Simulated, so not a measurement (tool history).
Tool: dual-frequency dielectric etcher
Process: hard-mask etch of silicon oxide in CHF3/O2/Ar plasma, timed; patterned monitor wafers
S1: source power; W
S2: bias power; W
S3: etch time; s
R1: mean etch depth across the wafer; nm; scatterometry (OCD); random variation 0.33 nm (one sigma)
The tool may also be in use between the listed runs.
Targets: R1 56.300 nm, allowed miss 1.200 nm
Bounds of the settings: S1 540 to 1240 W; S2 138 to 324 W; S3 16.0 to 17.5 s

| run | hour | S1 | S2 | S3 | R1 |
|---|---|---|---|---|---|
| 1 | 0.0 | 890 | 231 | 17.5 | 49.770 |
| 2 | 5.4 | 920 | 233 | 17.5 | 50.276 |
| 3 | 9.4 | 1000 | 233 | 17.5 | 52.308 |
| 4 | 13.3 | 1020 | 234 | 17.5 | 52.672 |
| 5 | 15.9 | 940 | 234 | 17.5 | 50.808 |
| 6 | 21.0 | 790 | 234 | 17.5 | 46.310 |
| 7 | 29.7 | 820 | 236 | 17.5 | 48.268 |
| 8 | 32.0 | 850 | 238 | 17.5 | 48.468 |
|  | 36.0 | bias power generator calibrated |
| 9 | 36.0 | 1030 | 284 | 17.5 | 58.686 |
| 10 | 44.6 | 1020 | 284 | 17.5 | 58.937 |
| 11 | 50.7 | 1010 | 284 | 17.5 | 57.575 |

4 next moves are on the table. One of them brings every result within its allowed miss. Which?
| A | 56.8 | 960 | 318 | 17.5 | ? |
| B | 56.8 | 940 | 318 | 17.5 | ? |
| C | 56.8 | 1040 | 313 | 17.0 | ? |
| D | 56.8 | 1040 | 268 | 17.0 | ? |

| move | R1 |
|---|---|
| A | 59.538 |
| B | 58.957 |
| C | 59.599 |
| D | 55.736 |
A: further off than the last run
B: further off than the last run
C: further off than the last run
D: meets every target
The right move is D.
